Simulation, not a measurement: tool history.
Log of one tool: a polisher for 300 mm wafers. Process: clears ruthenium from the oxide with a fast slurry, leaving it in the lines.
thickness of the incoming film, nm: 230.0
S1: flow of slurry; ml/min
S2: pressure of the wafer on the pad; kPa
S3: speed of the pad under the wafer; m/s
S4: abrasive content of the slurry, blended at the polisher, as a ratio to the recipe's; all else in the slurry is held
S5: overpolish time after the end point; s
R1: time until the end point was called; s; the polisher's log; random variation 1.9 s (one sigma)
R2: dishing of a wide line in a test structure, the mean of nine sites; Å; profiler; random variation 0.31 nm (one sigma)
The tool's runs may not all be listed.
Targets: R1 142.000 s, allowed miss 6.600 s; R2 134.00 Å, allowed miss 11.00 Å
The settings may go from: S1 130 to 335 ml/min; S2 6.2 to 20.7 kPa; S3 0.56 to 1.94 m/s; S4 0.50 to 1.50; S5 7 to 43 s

run,hour,S1,S2,S3,S4,S5,R1,R2
1,0.0,215,13.1,1.24,1.00,22,74.098,536.28
2,3.7,215,14.5,1.24,1.00,22,66.954,573.46
3,11.0,270,14.5,1.24,1.00,22,63.879,566.15
4,14.7,270,17.9,1.24,1.00,22,52.899,673.14
5,17.9,270,15.9,1.24,1.00,22,59.475,617.87
6,19.4,270,15.9,1.24,1.10,22,56.245,667.15
7,22.9,290,13.8,1.06,1.00,17,76.274,405.61
8,27.3,305,12.4,0.98,0.85,14,97.334,286.44
9,32.3,315,11.0,0.96,0.75,12,113.930,192.78
10,33.9,305,7.6,0.96,0.70,10,168.730,115.13
11,39.4,310,8.3,0.96,0.70,10,156.510,122.84
12,48.1,315,8.3,0.96,0.70,10,157.650,123.07
13,55.0,315,9.7,0.96,0.70,10,131.860,143.87
14,58.6,310,9.7,0.96,0.70,10,135.260,142.28
15,60.0,305,9.7,0.96,0.70,10,132.250,139.66
16,63.4,305,8.3,0.96,0.70,11,157.670,138.47

4 next moves are on the table. One of them brings every result within its allowed miss. Which?
A,66.8,310,11.7,0.74,0.65,10,?,?
B,66.8,275,6.9,1.04,0.80,14,?,?
C,66.8,295,9.0,1.14,0.70,7,?,?
D,66.8,240,8.3,1.40,0.60,9,?,?

move,R1,R2
A,142.500,133.09
B,169.810,155.60
C,128.870,103.67
D,127.840,133.51
A: meets every target
B: further off than the last run
C: takes the result that was furthest off past its target
D: takes the result that was furthest off past its target
Answer: A
